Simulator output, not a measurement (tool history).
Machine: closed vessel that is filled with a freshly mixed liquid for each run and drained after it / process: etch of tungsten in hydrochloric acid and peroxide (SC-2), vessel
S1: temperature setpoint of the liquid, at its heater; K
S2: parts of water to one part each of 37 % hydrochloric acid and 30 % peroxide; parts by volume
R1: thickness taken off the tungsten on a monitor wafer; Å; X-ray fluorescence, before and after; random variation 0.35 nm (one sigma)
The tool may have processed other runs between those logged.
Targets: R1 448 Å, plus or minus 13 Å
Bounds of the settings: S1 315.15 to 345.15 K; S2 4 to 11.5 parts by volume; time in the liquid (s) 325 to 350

Run 1, hour 0: S1 331.15 K, S2 6.5 parts by volume, time in the liquid (s) 325. Result: R1 834.1 Å.
Run 2, hour 4: S1 328.15 K, S2 6.5 parts by volume, time in the liquid (s) 325. Result: R1 696.73 Å.
Run 3, hour 8.1: S1 328.15 K, S2 6.5 parts by volume, time in the liquid (s) 325. Result: R1 686.98 Å.
Run 4, hour 12.7: S1 326.15 K, S2 6.5 parts by volume, time in the liquid (s) 325. Result: R1 611.75 Å.
Run 5, hour 16.7: S1 333.15 K, S2 6.5 parts by volume, time in the liquid (s) 325. Result: R1 958.76 Å.
Run 6, hour 23.6: S1 329.65 K, S2 6.5 parts by volume, time in the liquid (s) 325. Result: R1 756.78 Å.
Run 7, hour 31.8: S1 327.15 K, S2 6.5 parts by volume, time in the liquid (s) 325. Result: R1 661.64 Å.
Run 8, hour 35.3: S1 325.15 K, S2 6.5 parts by volume, time in the liquid (s) 325. Result: R1 575.73 Å.
Run 9, hour 43.1: S1 324.15 K, S2 6.5 parts by volume, time in the liquid (s) 325. Result: R1 539.73 Å.
Run 10, hour 47.9: S1 323.15 K, S2 6.5 parts by volume, time in the liquid (s) 325. Result: R1 497.41 Å.

Below are 5 possible settings for the next run. Only one of them brings all results inside the allowed miss of their targets. Which is it?
Run A, hour 52.7: S1 324.65 K, S2 7 parts by volume, time in the liquid (s) 350. Result: R1 ?.
Run B, hour 52.7: S1 323.15 K, S2 8 parts by volume, time in the liquid (s) 325. Result: R1 ?.
Run C, hour 52.7: S1 326.15 K, S2 7 parts by volume, time in the liquid (s) 345. Result: R1 ?.
Run D, hour 52.7: S1 320.65 K, S2 6 parts by volume, time in the liquid (s) 325. Result: R1 ?.
Run E, hour 52.7: S1 319.15 K, S2 6 parts by volume, time in the liquid (s) 340. Result: R1 ?.

move      R1
   A  561.64
   B  424.89
   C     611
   D  448.98
   E  424.13
A: further off than the last run
B: carries the result that was furthest off beyond its target, to the other side
C: further off than the last run
D: all results land within tolerance of their targets
E: carries the result that was furthest off beyond its target, to the other side
The right move is D.
